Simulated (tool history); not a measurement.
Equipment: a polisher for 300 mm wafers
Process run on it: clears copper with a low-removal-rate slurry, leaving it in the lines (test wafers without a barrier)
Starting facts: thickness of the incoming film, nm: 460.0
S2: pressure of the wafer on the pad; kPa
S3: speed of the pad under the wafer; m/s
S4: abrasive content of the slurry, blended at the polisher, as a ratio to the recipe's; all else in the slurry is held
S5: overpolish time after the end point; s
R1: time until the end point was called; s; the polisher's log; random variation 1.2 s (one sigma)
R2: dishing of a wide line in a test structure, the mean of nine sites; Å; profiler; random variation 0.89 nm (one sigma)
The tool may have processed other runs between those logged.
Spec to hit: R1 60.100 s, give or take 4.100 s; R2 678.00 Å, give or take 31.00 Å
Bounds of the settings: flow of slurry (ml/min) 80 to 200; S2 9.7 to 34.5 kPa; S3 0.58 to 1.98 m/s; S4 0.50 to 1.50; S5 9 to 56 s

run 1 hour=0.0 | flow_of_slurry_(ml/min)=130 S2=22.1 S3=1.28 S4=1.00 S5=29 | R1=100.070 R2=703.18
run 2 hour=1.0 | flow_of_slurry_(ml/min)=135 S2=24.8 S3=1.32 S4=1.00 S5=23 | R1=86.181 R2=675.65
run 3 hour=4.4 | flow_of_slurry_(ml/min)=135 S2=24.8 S3=1.22 S4=1.00 S5=23 | R1=93.260 R2=646.21
run 4 hour=10.0 | flow_of_slurry_(ml/min)=135 S2=27.6 S3=1.26 S4=1.00 S5=19 | R1=81.811 R2=625.95
run 5 hour=13.8 | flow_of_slurry_(ml/min)=135 S2=27.6 S3=1.38 S4=1.00 S5=19 | R1=74.196 R2=651.51
run 6 hour=15.2 | flow_of_slurry_(ml/min)=140 S2=29.0 S3=1.40 S4=1.00 S5=18 | R1=73.190 R2=659.35
run 7 hour=17.5 | flow_of_slurry_(ml/min)=140 S2=30.3 S3=1.42 S4=1.00 S5=17 | R1=69.171 R2=660.80
run 8 hour=19.9 | flow_of_slurry_(ml/min)=140 S2=31.7 S3=1.44 S4=1.00 S5=16 | R1=66.475 R2=652.73

Consider the 5 candidate settings below. Which is the only one whose results all fall within their allowed miss of target?
run A hour=22.3 | flow_of_slurry_(ml/min)=140 S2=30.3 S3=1.36 S4=0.90 S5=17 | R1=? R2=?
run B hour=22.3 | flow_of_slurry_(ml/min)=160 S2=34.5 S3=1.62 S4=0.95 S5=14 | R1=? R2=?
run C hour=22.3 | flow_of_slurry_(ml/min)=120 S2=33.1 S3=1.48 S4=1.30 S5=16 | R1=? R2=?
run D hour=22.3 | flow_of_slurry_(ml/min)=165 S2=34.5 S3=1.66 S4=0.90 S5=12 | R1=? R2=?
run E hour=22.3 | flow_of_slurry_(ml/min)=110 S2=26.2 S3=1.58 S4=0.80 S5=20 | R1=? R2=?

move=A R1=72.222 R2=626.22
move=B R1=52.992 R2=686.38
move=C R1=60.094 R2=688.57
move=D R1=51.906 R2=622.11
move=E R1=75.262 R2=677.47
A: the biggest miss grows against the last run
B: pushes the last run's worst result past its target
C: every result within its allowed miss
D: pushes the last run's worst result past its target
E: the biggest miss grows against the last run
The move that meets every target is C.

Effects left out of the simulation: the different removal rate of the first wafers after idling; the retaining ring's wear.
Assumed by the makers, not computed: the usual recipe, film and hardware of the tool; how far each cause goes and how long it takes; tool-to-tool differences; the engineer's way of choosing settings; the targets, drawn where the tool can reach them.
